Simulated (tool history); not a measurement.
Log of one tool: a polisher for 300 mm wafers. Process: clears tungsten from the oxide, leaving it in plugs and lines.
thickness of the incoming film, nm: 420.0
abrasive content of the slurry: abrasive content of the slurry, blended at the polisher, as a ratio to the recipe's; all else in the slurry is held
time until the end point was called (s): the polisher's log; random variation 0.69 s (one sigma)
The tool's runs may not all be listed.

run	hour	flow of slurry (ml/min)	pressure of the wafer on the pad (psi)	speed of the pad under the wafer (m/s)	abrasive content of the slurry	overpolish time after the end point (s)	time until the end point was called (s)
1	0.0	275	4.2	1.10	1.0	14	99.635
2	4.1	275	4.2	1.26	1.0	14	83.714
3	6.5	275	4.6	1.28	1.0	14	77.870
4	10.9	275	5.0	1.32	1.0	14	68.423
5	13.6	275	5.0	1.32	1.0	11	69.739
6	16.3	275	5.0	1.32	1.0	11	68.479

Run 7 comes next. What will it give?
7	23.0	275	5.3	1.34	1.0	11	?

Run 7 gave time until the end point was called (s) 63.958.

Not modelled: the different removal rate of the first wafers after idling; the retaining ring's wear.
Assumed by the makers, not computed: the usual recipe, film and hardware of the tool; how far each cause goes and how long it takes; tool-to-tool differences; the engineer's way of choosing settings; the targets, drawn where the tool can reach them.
